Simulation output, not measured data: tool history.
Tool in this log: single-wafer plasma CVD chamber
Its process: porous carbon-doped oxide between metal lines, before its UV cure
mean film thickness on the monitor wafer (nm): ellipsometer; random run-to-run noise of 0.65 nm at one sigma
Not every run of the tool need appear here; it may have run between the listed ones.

run    day  heater temperature setpoint (deg C)  RF power (W)  deposition time (s)  mean film thickness on the monitor wafer (nm)
  1  0.000                                  290           670                 40.8                                         277.62
  2  0.042                                  284           675                 40.8                                         286.47
  3  0.388                                  284           625                 40.8                                         273.95
  4  0.604                                  284           625                 38.8                                         261.24
  5  0.838                                  279           660                 38.9                                         277.36
  6  1.158                                  279           660                 40.8                                         292.73
  7  1.317                                  275           665                 40.8                                         298.43

Estimate the outcome of run 8 from the log above:
  8  1.546                                  272           670                 40.8                                              ?

{"run 8": {"mean film thickness on the monitor wafer (nm)": 307.24}}
